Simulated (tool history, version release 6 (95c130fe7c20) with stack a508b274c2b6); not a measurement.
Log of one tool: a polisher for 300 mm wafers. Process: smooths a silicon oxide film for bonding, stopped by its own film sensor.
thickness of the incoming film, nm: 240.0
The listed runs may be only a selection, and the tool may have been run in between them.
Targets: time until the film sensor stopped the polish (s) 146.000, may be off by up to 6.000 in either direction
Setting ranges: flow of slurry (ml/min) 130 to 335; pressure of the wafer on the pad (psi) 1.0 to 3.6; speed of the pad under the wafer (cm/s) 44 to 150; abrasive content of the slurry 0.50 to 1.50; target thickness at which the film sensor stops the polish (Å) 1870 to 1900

run,hour,flow of slurry (ml/min),pressure of the wafer on the pad (psi),speed of the pad under the wafer (cm/s),abrasive content of the slurry,target thickness at which the film sensor stops the polish (Å),time until the film sensor stopped the polish (s)
1,0.0,215,2.3,96,1.00,1900,69.423
2,3.3,215,2.7,96,1.00,1900,58.942
3,7.1,240,2.7,96,1.00,1900,57.762
4,14.3,240,2.5,94,1.00,1900,63.884
5,17.7,240,2.5,80,1.00,1900,73.196
# hour 25.0: slurry nozzle cleaned
6,25.0,240,2.8,80,1.00,1900,60.013
7,27.7,240,2.6,80,1.00,1900,65.182
8,35.4,240,2.6,80,1.00,1900,65.164
9,39.8,240,2.4,78,1.00,1900,71.357
10,40.7,240,2.3,76,1.00,1900,74.527
11,49.6,240,2.2,72,1.00,1900,83.029
12,51.3,240,2.1,72,1.00,1900,87.474
13,58.1,240,2.0,72,1.00,1900,90.692

5 next moves are on the table. One of them brings every result within its allowed miss. Which?
A,64.9,245,2.4,86,1.10,1900,?
B,64.9,240,2.6,76,1.35,1900,?
C,64.9,245,2.2,78,1.00,1900,?
D,64.9,270,2.7,98,1.05,1900,?
E,64.9,275,1.6,54,1.15,1870,?

move,time until the film sensor stopped the polish (s)
A,65.390
B,62.887
C,79.226
D,52.781
E,145.080
A: its largest miss is bigger than the last run's
B: its largest miss is bigger than the last run's
C: its largest miss is bigger than the last run's
D: its largest miss is bigger than the last run's
E: all results in spec
So the answer is move E, the one that meets all the targets.

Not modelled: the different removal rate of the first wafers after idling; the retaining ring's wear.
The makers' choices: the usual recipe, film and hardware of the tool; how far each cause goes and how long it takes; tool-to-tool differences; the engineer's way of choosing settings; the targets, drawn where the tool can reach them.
